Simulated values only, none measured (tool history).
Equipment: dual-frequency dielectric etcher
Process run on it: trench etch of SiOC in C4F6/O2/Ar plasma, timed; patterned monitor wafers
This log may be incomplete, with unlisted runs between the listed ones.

| run | day | source power (kW) | bias power (kW) | etch time (s) | mean etch depth across the wafer (angstrom) |
|---|---|---|---|---|---|
| 1 | 0.000 | 0.320 | 0.157 | 12 | 237.47 |
| 2 | 0.188 | 0.360 | 0.161 | 12 | 254.95 |
| 3 | 0.238 | 0.360 | 0.161 | 11 | 233.05 |
| 4 | 0.408 | 0.390 | 0.177 | 11 | 249.30 |
| 5 | 0.646 | 0.410 | 0.189 | 11 | 261.33 |
| 6 | 0.804 | 0.420 | 0.195 | 11 | 266.11 |
| 7 | 1.121 | 0.430 | 0.200 | 11 | 270.13 |

Predict the results of run 8:
| 8 | 1.483 | 0.440 | 0.204 | 11 | ? |

{"run 8": {"mean etch depth across the wafer (angstrom)": 275.19}}

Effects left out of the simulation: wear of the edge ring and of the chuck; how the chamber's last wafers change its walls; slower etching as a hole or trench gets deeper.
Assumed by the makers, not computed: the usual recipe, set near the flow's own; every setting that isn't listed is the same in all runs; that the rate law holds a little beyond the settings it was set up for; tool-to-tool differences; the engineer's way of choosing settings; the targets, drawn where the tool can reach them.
